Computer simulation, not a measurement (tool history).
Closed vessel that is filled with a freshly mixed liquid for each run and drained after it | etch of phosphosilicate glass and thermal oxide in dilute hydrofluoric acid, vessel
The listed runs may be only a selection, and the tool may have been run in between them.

run,day,temperature setpoint of the liquid (K),parts of water to one part of 49 % hydrofluoric acid (parts by volume),time in the liquid (s),thickness taken off the phosphosilicate glass on a monitor wafer (Å),thickness taken off the thermal oxide on a monitor wafer (Å)
1,0.000,297.15,225,60,279.56,11.813
2,0.121,295.65,230,60,258.16,10.592
3,0.492,295.65,230,80,344.06,14.275
4,0.675,294.65,245,80,303.86,13.055
5,0.854,293.65,255,80,280.70,11.989
6,1.100,293.15,265,80,262.04,11.005
7,1.154,292.65,270,80,250.88,10.619

Forecast run 8:
8,1.421,292.15,275,80,?,?

thickness taken off the phosphosilicate glass on a monitor wafer (Å): 241.61
thickness taken off the thermal oxide on a monitor wafer (Å): 10.404
